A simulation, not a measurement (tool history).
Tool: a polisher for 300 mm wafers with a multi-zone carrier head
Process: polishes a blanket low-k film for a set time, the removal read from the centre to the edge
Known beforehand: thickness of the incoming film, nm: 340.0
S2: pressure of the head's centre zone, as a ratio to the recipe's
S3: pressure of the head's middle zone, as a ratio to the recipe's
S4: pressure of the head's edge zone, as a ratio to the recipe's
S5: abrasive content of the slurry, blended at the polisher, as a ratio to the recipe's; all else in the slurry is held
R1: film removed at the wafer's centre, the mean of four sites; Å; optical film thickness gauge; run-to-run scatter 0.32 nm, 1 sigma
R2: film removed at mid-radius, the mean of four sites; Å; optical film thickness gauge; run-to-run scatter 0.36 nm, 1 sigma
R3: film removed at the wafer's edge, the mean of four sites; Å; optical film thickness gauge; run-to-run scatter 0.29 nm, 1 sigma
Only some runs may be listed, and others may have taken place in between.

{"run": 1, "hour": 0.0, "flow of slurry (ml/min)": 200, "S2": 1.0, "S3": 1.0, "S4": 1.0, "S5": 1.0, "polishing time (s)": 82, "R1": 357.65, "R2": 364.69, "R3": 380.26}
{"run": 2, "hour": 4.4, "flow of slurry (ml/min)": 230, "S2": 1.0, "S3": 1.0, "S4": 1.0, "S5": 1.0, "polishing time (s)": 82, "R1": 363.55, "R2": 368.57, "R3": 382.1}
{"run": 3, "hour": 8.0, "flow of slurry (ml/min)": 200, "S2": 1.0, "S3": 1.0, "S4": 1.0, "S5": 1.0, "polishing time (s)": 82, "R1": 361.37, "R2": 353.83, "R3": 380.83}
{"run": 4, "hour": 12.4, "flow of slurry (ml/min)": 195, "S2": 0.99, "S3": 0.99, "S4": 0.99, "S5": 1.0, "polishing time (s)": 82, "R1": 346.39, "R2": 351.62, "R3": 372.54}
{"run": 5, "hour": 20.5, "flow of slurry (ml/min)": 195, "S2": 0.99, "S3": 1.04, "S4": 0.99, "S5": 1.0, "polishing time (s)": 82, "R1": 357.1, "R2": 372.53, "R3": 369.46}
{"run": 6, "hour": 23.8, "flow of slurry (ml/min)": 190, "S2": 0.98, "S3": 1.02, "S4": 0.98, "S5": 1.0, "polishing time (s)": 82, "R1": 351.13, "R2": 350.69, "R3": 371.21}
{"run": 7, "hour": 27.1, "flow of slurry (ml/min)": 185, "S2": 0.97, "S3": 1.02, "S4": 0.97, "S5": 1.0, "polishing time (s)": 82, "R1": 345.55, "R2": 361.26, "R3": 374.19}
{"run": 8, "hour": 29.0, "flow of slurry (ml/min)": 180, "S2": 0.97, "S3": 1.01, "S4": 0.97, "S5": 0.95, "polishing time (s)": 82, "R1": 326.54, "R2": 339.14, "R3": 355.67}
{"run": 9, "hour": 36.8, "flow of slurry (ml/min)": 175, "S2": 0.97, "S3": 1.0, "S4": 0.97, "S5": 0.95, "polishing time (s)": 82, "R1": 323.65, "R2": 337.77, "R3": 351.61}

Run 10 is up next; what results do you expect?
{"run": 10, "hour": 37.8, "flow of slurry (ml/min)": 170, "S2": 0.97, "S3": 0.99, "S4": 0.97, "S5": 0.95, "polishing time (s)": 82, "R1": "?", "R2": "?", "R3": "?"}

{"run 10": {"R1": 327.09, "R2": 331.1, "R3": 349.41}}

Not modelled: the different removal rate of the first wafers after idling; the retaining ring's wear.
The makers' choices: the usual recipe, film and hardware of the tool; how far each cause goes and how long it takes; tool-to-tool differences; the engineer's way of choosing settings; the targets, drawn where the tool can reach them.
